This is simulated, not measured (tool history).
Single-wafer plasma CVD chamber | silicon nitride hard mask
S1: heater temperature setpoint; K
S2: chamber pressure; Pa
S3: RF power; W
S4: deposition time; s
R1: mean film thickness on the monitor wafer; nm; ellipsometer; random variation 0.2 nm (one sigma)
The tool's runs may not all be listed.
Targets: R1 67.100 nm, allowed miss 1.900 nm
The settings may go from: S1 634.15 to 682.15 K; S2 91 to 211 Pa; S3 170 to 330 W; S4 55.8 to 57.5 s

run  hour      S1   S2   S3    S4      R1
  1   0.0  658.15  151  250  55.8  56.220
  2   4.0  658.15  151  250  55.8  56.136
  3   6.5  658.15  151  260  55.8  57.752
  4  13.8  666.15  151  260  55.8  57.425
  5  18.3  666.15  151  260  57.5  59.198
  6  22.5  666.15  151  235  57.5  55.031
  7  23.9  666.15  155  240  57.5  57.116
  8  32.0  666.15  159  240  57.5  57.159
  9  36.4  666.15  163  245  57.5  58.431
 10  41.7  666.15  167  245  57.5  58.929
 11  47.6  666.15  169  245  57.5  59.682
 12  53.9  666.15  173  245  57.5  59.396
 13  58.0  666.15  173  245  57.5  59.617
 14  58.8  666.15  176  250  57.5  60.911

Which of these 5 next moves meets every target?
  A  59.6  666.15  184  265  55.8   ?
  B  59.6  661.15  203  235  57.5   ?
  C  59.6  660.15  171  265  57.5   ?
  D  59.6  666.15  171  290  57.5   ?
  E  59.6  674.15  189  255  57.0   ?

move      R1
   A  62.400
   B  61.528
   C  62.873
   D  66.387
   E  62.510
A: nearer than the last run, and not there yet
B: nearer than the last run, and not there yet
C: nearer than the last run, and not there yet
D: meets every target
E: nearer than the last run, and not there yet
Move D is the one to make.
